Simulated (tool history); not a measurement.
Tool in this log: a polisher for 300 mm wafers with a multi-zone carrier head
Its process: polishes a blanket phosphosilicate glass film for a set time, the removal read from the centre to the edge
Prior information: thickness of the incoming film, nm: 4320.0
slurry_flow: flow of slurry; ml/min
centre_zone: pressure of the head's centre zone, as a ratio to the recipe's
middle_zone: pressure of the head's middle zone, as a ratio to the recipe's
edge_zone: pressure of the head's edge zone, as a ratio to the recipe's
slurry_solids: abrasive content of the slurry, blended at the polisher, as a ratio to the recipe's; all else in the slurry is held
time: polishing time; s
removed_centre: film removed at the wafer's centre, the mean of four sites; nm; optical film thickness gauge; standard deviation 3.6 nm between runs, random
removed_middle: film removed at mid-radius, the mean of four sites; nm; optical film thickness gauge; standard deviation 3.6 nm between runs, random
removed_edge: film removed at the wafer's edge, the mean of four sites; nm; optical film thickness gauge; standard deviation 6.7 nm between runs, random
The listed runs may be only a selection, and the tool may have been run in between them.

| run | hour | slurry_flow | centre_zone | middle_zone | edge_zone | slurry_solids | time | removed_centre | removed_middle | removed_edge |
|---|---|---|---|---|---|---|---|---|---|---|
| 1 | 0 | 280 | 1 | 1 | 1 | 1 | 78 | 532.79 | 517.81 | 556.66 |
| 2 | 3.7 | 270 | 0.95 | 0.95 | 1 | 0.85 | 77 | 446.86 | 456.07 | 477.69 |
| 3 | 8.9 | 270 | 0.95 | 0.95 | 0.97 | 0.85 | 77 | 450.04 | 462.27 | 466.1 |
| 4 | 11.6 | 270 | 0.95 | 0.95 | 0.94 | 0.85 | 77 | 444.61 | 459.8 | 462.41 |
| 5 | 15 | 260 | 0.92 | 0.9 | 1.02 | 0.85 | 75 | 429.96 | 424.16 | 469.53 |
| 6 | 15.5 | 250 | 0.88 | 0.88 | 1.06 | 0.8 | 75 | 384.87 | 398.8 | 467.61 |

Estimate the outcome of run 7 from the log above:
| 7 | 22 | 245 | 0.87 | 0.86 | 1.06 | 0.8 | 75 | ? | ? | ? |

Run 7 gave removed_centre 376.55 nm, removed_middle 393.85 nm, removed_edge 448.58 nm.
